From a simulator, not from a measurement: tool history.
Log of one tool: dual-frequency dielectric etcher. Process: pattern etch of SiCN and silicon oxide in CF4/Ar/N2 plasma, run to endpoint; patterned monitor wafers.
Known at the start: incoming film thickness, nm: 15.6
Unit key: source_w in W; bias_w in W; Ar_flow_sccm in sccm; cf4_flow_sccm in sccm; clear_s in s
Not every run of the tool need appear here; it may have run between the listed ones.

run 1 hour=0 | source_w=540 bias_w=49 Ar_flow_sccm=110 cf4_flow_sccm=79 | clear_s=17.352
run 2 hour=8.7 | source_w=540 bias_w=49 Ar_flow_sccm=121 cf4_flow_sccm=79 | clear_s=17.652
run 3 hour=17.1 | source_w=540 bias_w=49 Ar_flow_sccm=137 cf4_flow_sccm=79 | clear_s=18.106
run 4 hour=24 | source_w=540 bias_w=49 Ar_flow_sccm=121 cf4_flow_sccm=79 | clear_s=17.647
run 5 hour=25.8 | source_w=640 bias_w=49 Ar_flow_sccm=121 cf4_flow_sccm=79 | clear_s=15.121
run 6 hour=26.4 | source_w=560 bias_w=48 Ar_flow_sccm=122 cf4_flow_sccm=79 | clear_s=17.216

Predict the results of run 7:
run 7 hour=31.7 | source_w=500 bias_w=47 Ar_flow_sccm=122 cf4_flow_sccm=79 | clear_s=?

Run 7 measured clear_s 19.235 s.
